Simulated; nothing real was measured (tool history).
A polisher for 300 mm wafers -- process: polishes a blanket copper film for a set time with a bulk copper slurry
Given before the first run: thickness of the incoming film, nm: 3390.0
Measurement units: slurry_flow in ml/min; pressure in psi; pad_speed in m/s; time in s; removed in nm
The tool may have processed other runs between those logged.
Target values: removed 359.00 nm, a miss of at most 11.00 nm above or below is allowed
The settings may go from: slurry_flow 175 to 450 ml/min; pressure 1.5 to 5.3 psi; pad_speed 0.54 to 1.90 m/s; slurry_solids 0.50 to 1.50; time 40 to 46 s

run	hour	slurry_flow	pressure	pad_speed	slurry_solids	time	removed
1	0.0	290	3.4	1.22	1.00	46	522.43
2	1.7	290	3.4	1.22	1.00	46	519.33
3	6.6	290	3.7	1.22	1.00	46	561.14
4	14.7	290	3.3	1.22	1.00	46	505.06
5	21.7	290	3.0	1.22	1.00	46	456.92
6	24.2	290	3.0	1.22	1.00	46	455.88
7	29.8	285	2.1	1.20	1.00	46	316.76
8	30.4	290	2.2	1.20	1.00	46	336.84
9	33.2	295	2.2	1.20	1.00	46	332.13

Below are 4 possible settings for the next run. Only one of them brings all results inside the allowed miss of their targets. Which is it?
A	36.0	245	1.8	1.54	1.10	45	?
B	36.0	325	3.3	0.86	0.80	45	?
C	36.0	305	2.0	1.20	0.95	46	?
D	36.0	285	2.7	1.22	1.00	43	?

move	removed
A	331.08
B	349.25
C	299.73
D	379.18
A: just as far off the targets as the last run
B: every result within its allowed miss
C: its largest miss is bigger than the last run's
D: takes the result that was furthest off past its target
The right move is B.
